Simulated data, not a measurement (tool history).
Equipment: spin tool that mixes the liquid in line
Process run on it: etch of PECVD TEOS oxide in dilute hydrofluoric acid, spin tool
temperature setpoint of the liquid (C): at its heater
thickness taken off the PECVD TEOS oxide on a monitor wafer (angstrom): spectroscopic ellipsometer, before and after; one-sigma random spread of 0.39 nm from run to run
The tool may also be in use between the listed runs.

run,day,temperature setpoint of the liquid (C),parts of water to one part of 49 % hydrofluoric acid (parts by volume),time under the liquid (s),thickness taken off the PECVD TEOS oxide on a monitor wafer (angstrom)
1,0,24,100,285,355.19
2,0.117,26,90,285,429.26
3,0.442,22.5,90,285,373.86
4,0.792,24.5,90,285,404.64
5,0.971,26.5,85,285,463.04
6,1.042,26.5,110,285,352.87
# day 1.067: thermometer replaced
7,1.067,28,95,285,469.93
8,1.4,28,95,285,469.26
9,1.496,29,90,285,520.84

Predict the results of run 10:
10,1.721,32,75,285,?

For run 10 the tool returned thickness taken off the PECVD TEOS oxide on a monitor wafer (angstrom) 711.57.
